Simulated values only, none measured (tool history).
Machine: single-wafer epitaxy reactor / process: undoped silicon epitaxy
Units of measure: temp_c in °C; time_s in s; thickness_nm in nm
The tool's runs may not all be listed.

run 1 day=0.000 | temp_c=635 time_s=380 | thickness_nm=49.303
run 2 day=0.367 | temp_c=635 time_s=424 | thickness_nm=55.211
run 3 day=0.462 | temp_c=636 time_s=424 | thickness_nm=56.244
run 4 day=0.638 | temp_c=630 time_s=424 | thickness_nm=49.889
run 5 day=1.000 | temp_c=625 time_s=424 | thickness_nm=45.179
run 6 day=1.179 | temp_c=625 time_s=453 | thickness_nm=48.248
run 7 day=1.521 | temp_c=627 time_s=453 | thickness_nm=50.194

Run 8 comes next. What will it give?
run 8 day=1.779 | temp_c=628 time_s=453 | thickness_nm=?

Logged for run 8: thickness_nm 51.184 nm.

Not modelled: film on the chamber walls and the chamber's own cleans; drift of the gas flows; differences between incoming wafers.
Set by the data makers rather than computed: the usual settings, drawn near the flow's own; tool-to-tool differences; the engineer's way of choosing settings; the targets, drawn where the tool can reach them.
